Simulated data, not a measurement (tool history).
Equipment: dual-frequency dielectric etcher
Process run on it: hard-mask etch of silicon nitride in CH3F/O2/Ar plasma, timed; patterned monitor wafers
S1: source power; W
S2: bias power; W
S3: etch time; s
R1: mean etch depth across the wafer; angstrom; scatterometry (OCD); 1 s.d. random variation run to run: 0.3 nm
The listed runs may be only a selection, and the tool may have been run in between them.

run 1 day=0 | S1=520 S2=86 S3=151.5 | R1=1263.3
run 2 day=0.338 | S1=480 S2=80 S3=150.5 | R1=1170.4
run 3 day=0.538 | S1=450 S2=78 S3=150 | R1=1134.2
run 4 day=0.575 | S1=450 S2=78 S3=139.5 | R1=1049.8
run 5 day=0.733 | S1=430 S2=78 S3=139.5 | R1=1023.1
run 6 day=0.8 | S1=420 S2=78 S3=139.5 | R1=1010.1
run 7 day=0.942 | S1=420 S2=78 S3=139.5 | R1=1005.9
run 8 day=1.162 | S1=410 S2=78 S3=139.5 | R1=995.64

Run 9 comes next. What will it give?
run 9 day=1.317 | S1=400 S2=78 S3=139.5 | R1=?

R1: 986.41 angstrom
